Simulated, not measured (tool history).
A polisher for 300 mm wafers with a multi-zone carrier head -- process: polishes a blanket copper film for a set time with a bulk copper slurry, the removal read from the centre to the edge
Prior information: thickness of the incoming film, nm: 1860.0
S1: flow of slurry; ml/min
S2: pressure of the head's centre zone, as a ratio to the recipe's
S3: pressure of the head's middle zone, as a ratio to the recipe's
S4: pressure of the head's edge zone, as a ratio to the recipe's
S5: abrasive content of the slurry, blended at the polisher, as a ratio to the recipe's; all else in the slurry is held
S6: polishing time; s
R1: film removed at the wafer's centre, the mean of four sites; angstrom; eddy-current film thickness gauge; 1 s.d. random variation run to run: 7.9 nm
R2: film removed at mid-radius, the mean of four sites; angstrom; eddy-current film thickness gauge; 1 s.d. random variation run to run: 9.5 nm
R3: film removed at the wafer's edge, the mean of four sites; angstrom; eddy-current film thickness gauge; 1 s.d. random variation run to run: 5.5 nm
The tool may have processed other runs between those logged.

run 1 hour=0.0 | S1=130 S2=1.00 S3=1.00 S4=1.00 S5=1.00 S6=55 | R1=5715.1 R2=5514.4 R3=5603.0
run 2 hour=2.8 | S1=140 S2=1.02 S3=1.03 S4=1.04 S5=1.15 S6=56 | R1=6223.9 R2=6149.3 R3=6007.4
run 3 hour=11.3 | S1=140 S2=1.02 S3=1.03 S4=1.04 S5=1.15 S6=49 | R1=5457.6 R2=5256.0 R3=5302.9
run 4 hour=17.6 | S1=150 S2=1.03 S3=1.03 S4=1.07 S5=1.25 S6=53 | R1=6109.3 R2=5993.8 R3=5975.9
run 5 hour=21.5 | S1=150 S2=1.03 S3=1.03 S4=1.07 S5=1.25 S6=44 | R1=5093.0 R2=4956.4 R3=5004.4
run 6 hour=22.1 | S1=150 S2=1.03 S3=1.03 S4=1.07 S5=1.25 S6=33 | R1=3800.5 R2=3751.9 R3=3727.4

Expected results for the next run?
run 7 hour=26.5 | S1=160 S2=1.05 S3=1.04 S4=1.10 S5=1.30 S6=40 | R1=? R2=? R3=?

{"run 7": {"R1": 4817.7, "R2": 4621.5, "R3": 4702.3}}
